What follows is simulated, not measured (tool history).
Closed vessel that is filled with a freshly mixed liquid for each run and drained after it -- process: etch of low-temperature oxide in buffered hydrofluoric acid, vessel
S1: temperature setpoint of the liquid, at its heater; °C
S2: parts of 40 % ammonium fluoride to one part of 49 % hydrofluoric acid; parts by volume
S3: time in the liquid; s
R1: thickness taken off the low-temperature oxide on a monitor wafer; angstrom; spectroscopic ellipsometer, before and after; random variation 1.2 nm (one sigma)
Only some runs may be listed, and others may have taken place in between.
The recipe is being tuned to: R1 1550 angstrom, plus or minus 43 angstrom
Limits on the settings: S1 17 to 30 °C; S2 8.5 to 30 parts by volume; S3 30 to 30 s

{"run": 1, "day": 0.0, "S1": 22, "S2": 23.5, "S3": 30, "R1": 811.7}
{"run": 2, "day": 0.108, "S1": 23.5, "S2": 22, "S3": 30, "R1": 909.15}
{"run": 3, "day": 0.258, "S1": 23.5, "S2": 17.5, "S3": 30, "R1": 1109.1}
{"run": 4, "day": 0.612, "S1": 26.5, "S2": 17.5, "S3": 30, "R1": 1297}
{"run": 5, "day": 0.917, "S1": 25, "S2": 17.5, "S3": 30, "R1": 1208.6}
{"run": 6, "day": 1.221, "S1": 25, "S2": 12, "S3": 30, "R1": 1738.7}
{"run": 7, "day": 1.371, "S1": 24.5, "S2": 12, "S3": 30, "R1": 1708.6}
{"run": 8, "day": 1.671, "S1": 24, "S2": 12, "S3": 30, "R1": 1643.2}
{"run": 9, "day": 1.771, "S1": 23.5, "S2": 12, "S3": 30, "R1": 1612.4}

Which single option among these 5 for the next run brings every result within its allowed miss of target? Just one does.
{"run": "A", "day": 1.871, "S1": 21, "S2": 11, "S3": 30, "R1": "?"}
{"run": "B", "day": 1.871, "S1": 22.5, "S2": 11, "S3": 30, "R1": "?"}
{"run": "C", "day": 1.871, "S1": 26.5, "S2": 13.5, "S3": 30, "R1": "?"}
{"run": "D", "day": 1.871, "S1": 21.5, "S2": 10.5, "S3": 30, "R1": "?"}
{"run": "E", "day": 1.871, "S1": 24, "S2": 12, "S3": 30, "R1": "?"}

move=A R1=1535.2
move=B R1=1666.4
move=C R1=1691.3
move=D R1=1651.1
move=E R1=1660.3
A: meets every target
B: misses by more than the last run did
C: misses by more than the last run did
D: misses by more than the last run did
E: misses by more than the last run did
The right move is A.
